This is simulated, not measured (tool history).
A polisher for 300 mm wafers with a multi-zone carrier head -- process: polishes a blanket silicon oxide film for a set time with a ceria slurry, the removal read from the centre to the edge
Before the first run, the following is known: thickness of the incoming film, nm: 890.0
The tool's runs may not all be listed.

run,hour,flow of slurry (ml/min),pressure of the head's centre zone,pressure of the head's middle zone,pressure of the head's edge zone,polishing time (s),film removed at the wafer's centre (nm),film removed at mid-radius (nm),film removed at the wafer's edge (nm)
1,0,155,1,1,1,46,185.26,181.93,186.29
2,6.7,155,1,1,0.97,46,186.26,185.57,178.8
3,13.3,145,0.97,0.95,0.93,43,166.2,163.39,165.82
4,17.3,165,0.97,0.95,0.93,43,173.83,167.93,167.21
5,20.5,165,0.95,0.94,0.9,39,152.38,150.03,149.77
6,28,165,0.95,0.94,0.87,37,145.17,143.69,139.12
7,30.4,155,0.95,0.94,0.85,36,140.72,137.55,132.43

Run 8 has not been measured yet. What should we expect?
8,33.8,145,0.95,0.94,0.84,36,?,?,?

film removed at the wafer's centre (nm): 136.99
film removed at mid-radius (nm): 136.79
film removed at the wafer's edge (nm): 130.39
